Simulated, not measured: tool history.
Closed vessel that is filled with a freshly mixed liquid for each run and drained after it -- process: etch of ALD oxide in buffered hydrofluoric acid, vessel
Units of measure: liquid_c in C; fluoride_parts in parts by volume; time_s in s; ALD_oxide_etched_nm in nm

run	hour	liquid_c	fluoride_parts	time_s	ALD_oxide_etched_nm
1	0.0	20.0	23.5	30	18.206
2	8.6	20.0	23.5	30	18.186
3	9.7	21.5	21.5	30	21.016
4	13.0	21.5	21.5	30	20.934
5	13.9	22.5	19.5	30	23.968
6	18.8	23.5	18.5	30	26.554
7	24.9	24.0	17.5	30	28.884
8	28.5	24.5	17.0	30	30.647
9	35.7	25.0	16.5	30	32.541

Predict the results of run 10:
10	43.4	25.5	16.5	30	?

{"run 10": {"ALD_oxide_etched_nm": 33.419}}
